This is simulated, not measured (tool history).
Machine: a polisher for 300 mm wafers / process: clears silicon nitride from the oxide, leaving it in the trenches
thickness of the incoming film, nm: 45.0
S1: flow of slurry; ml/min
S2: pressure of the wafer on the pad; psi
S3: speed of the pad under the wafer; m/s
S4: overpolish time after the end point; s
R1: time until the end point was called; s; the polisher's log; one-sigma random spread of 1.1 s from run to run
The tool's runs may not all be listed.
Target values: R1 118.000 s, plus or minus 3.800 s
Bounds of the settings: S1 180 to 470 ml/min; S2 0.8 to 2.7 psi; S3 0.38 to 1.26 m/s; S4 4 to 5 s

run	day	S1	S2	S3	S4	R1
1	0.000	300	1.7	0.82	5	90.309
2	0.138	225	1.7	0.82	5	93.273
3	0.267	225	1.7	0.90	5	85.657
4	0.517	225	1.7	0.90	4	84.741
5	0.871	185	1.7	0.90	4	87.724
6	0.921	185	1.6	0.90	4	91.145
7	1.196	185	1.3	0.90	4	102.950
8	1.488	185	1.1	0.90	4	109.450

Exercise: of the 5 proposed moves below, exactly one satisfies all targets within the stated allowed misses. Which move is it?
A	1.779	180	1.0	0.82	4	?
B	1.779	205	1.2	1.02	4	?
C	1.779	195	0.8	0.90	4	?
D	1.779	180	1.0	0.90	4	?
E	1.779	255	1.0	0.94	5	?

move	R1
A	128.290
B	92.803
C	127.540
D	117.200
E	106.710
A: moves the result that the last run missed by most past its target, out the other side
B: lands further from the targets than the last run did
C: moves the result that the last run missed by most past its target, out the other side
D: every result lands within tolerance
E: lands further from the targets than the last run did
Go with D: it meets all targets.
